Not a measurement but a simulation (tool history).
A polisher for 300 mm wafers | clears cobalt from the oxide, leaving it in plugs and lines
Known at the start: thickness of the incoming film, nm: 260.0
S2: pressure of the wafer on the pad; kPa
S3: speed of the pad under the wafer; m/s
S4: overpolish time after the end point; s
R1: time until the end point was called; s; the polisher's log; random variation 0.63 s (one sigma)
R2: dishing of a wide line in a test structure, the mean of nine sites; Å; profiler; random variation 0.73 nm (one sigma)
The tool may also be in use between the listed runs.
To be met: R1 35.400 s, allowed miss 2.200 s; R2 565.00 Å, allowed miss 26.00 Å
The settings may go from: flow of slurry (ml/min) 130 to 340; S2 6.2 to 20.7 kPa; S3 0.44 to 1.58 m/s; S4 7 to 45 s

{"run": 1, "hour": 0.0, "flow of slurry (ml/min)": 220, "S2": 13.1, "S3": 1.0, "S4": 23, "R1": 57.506, "R2": 478.26}
{"run": 2, "hour": 8.7, "flow of slurry (ml/min)": 220, "S2": 13.1, "S3": 1.0, "S4": 17, "R1": 56.401, "R2": 432.5}
{"run": 3, "hour": 16.8, "flow of slurry (ml/min)": 220, "S2": 13.1, "S3": 1.12, "S4": 17, "R1": 51.679, "R2": 438.46}
{"run": 4, "hour": 18.8, "flow of slurry (ml/min)": 220, "S2": 11.7, "S3": 1.12, "S4": 17, "R1": 58.385, "R2": 424.67}
{"run": 5, "hour": 23.5, "flow of slurry (ml/min)": 220, "S2": 13.8, "S3": 1.12, "S4": 17, "R1": 50.517, "R2": 459.02}
{"run": 6, "hour": 25.8, "flow of slurry (ml/min)": 170, "S2": 13.8, "S3": 1.12, "S4": 17, "R1": 52.507, "R2": 446.69}
{"run": 7, "hour": 26.7, "flow of slurry (ml/min)": 170, "S2": 14.5, "S3": 1.12, "S4": 17, "R1": 50.777, "R2": 447.97}
{"run": 8, "hour": 29.4, "flow of slurry (ml/min)": 175, "S2": 15.2, "S3": 1.12, "S4": 18, "R1": 48.145, "R2": 473.2}
{"run": 9, "hour": 33.6, "flow of slurry (ml/min)": 180, "S2": 15.9, "S3": 1.12, "S4": 18, "R1": 45.681, "R2": 495.9}
{"run": 10, "hour": 36.8, "flow of slurry (ml/min)": 185, "S2": 15.9, "S3": 1.12, "S4": 18, "R1": 45.32, "R2": 476.53}
{"run": 11, "hour": 41.3, "flow of slurry (ml/min)": 185, "S2": 16.5, "S3": 1.12, "S4": 19, "R1": 41.857, "R2": 489.92}
{"run": 12, "hour": 49.8, "flow of slurry (ml/min)": 185, "S2": 16.5, "S3": 1.12, "S4": 20, "R1": 43.532, "R2": 506.74}
{"run": 13, "hour": 58.2, "flow of slurry (ml/min)": 195, "S2": 17.9, "S3": 1.14, "S4": 21, "R1": 39.25, "R2": 519.19}

Which of these 5 next moves meets every target?
{"run": "A", "hour": 66.6, "flow of slurry (ml/min)": 205, "S2": 18.6, "S3": 1.0, "S4": 17, "R1": "?", "R2": "?"}
{"run": "B", "hour": 66.6, "flow of slurry (ml/min)": 200, "S2": 15.9, "S3": 1.08, "S4": 25, "R1": "?", "R2": "?"}
{"run": "C", "hour": 66.6, "flow of slurry (ml/min)": 215, "S2": 17.2, "S3": 1.38, "S4": 26, "R1": "?", "R2": "?"}
{"run": "D", "hour": 66.6, "flow of slurry (ml/min)": 240, "S2": 18.6, "S3": 1.28, "S4": 17, "R1": "?", "R2": "?"}
{"run": "E", "hour": 66.6, "flow of slurry (ml/min)": 245, "S2": 16.5, "S3": 0.92, "S4": 20, "R1": "?", "R2": "?"}

move=A R1=39.241 R2=486.46
move=B R1=43.711 R2=526.54
move=C R1=33.751 R2=552.88
move=D R1=32.583 R2=513.68
move=E R1=45.280 R2=490.32
A: further off than the last run
B: further off than the last run
C: meets every target
D: further off than the last run
E: further off than the last run
The right move is C.

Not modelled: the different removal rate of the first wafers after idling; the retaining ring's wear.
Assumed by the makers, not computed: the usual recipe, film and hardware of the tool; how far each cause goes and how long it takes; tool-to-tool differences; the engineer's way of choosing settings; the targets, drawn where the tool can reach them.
